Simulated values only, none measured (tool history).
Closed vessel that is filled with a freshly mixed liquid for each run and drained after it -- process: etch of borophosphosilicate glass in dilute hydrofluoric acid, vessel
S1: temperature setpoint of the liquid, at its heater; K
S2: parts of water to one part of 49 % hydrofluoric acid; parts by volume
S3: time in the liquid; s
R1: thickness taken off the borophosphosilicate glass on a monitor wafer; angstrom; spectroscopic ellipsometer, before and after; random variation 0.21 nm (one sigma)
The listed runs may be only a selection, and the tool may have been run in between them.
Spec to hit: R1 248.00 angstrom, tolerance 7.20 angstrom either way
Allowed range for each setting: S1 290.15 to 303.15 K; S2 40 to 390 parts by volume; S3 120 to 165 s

run	hour	S1	S2	S3	R1
1	0.0	295.15	215	165	290.44
2	5.9	296.65	215	165	309.90
3	9.3	294.65	215	165	287.56
4	12.1	294.65	160	165	404.23
5	15.6	293.15	175	165	344.94
6	17.8	293.15	175	165	342.09
7	22.3	292.15	185	165	314.29
8	30.3	291.65	195	165	288.32
9	34.5	291.15	200	165	275.49
10	39.4	290.65	205	165	258.07

5 candidate next runs follow, results not yet known. Just one meets every target within its allowed miss. Identify it.
A	44.3	295.15	235	145	?
B	44.3	294.15	225	145	?
C	44.3	290.65	230	165	?
D	44.3	290.15	175	135	?
E	44.3	292.65	195	150	?

move	R1
A	230.00
B	233.72
C	226.45
D	251.09
E	271.24
A: takes the biggest miss from the last run beyond its target
B: takes the biggest miss from the last run beyond its target
C: takes the biggest miss from the last run beyond its target
D: every result within its allowed miss
E: its largest miss is bigger than the last run's
The right move is D.
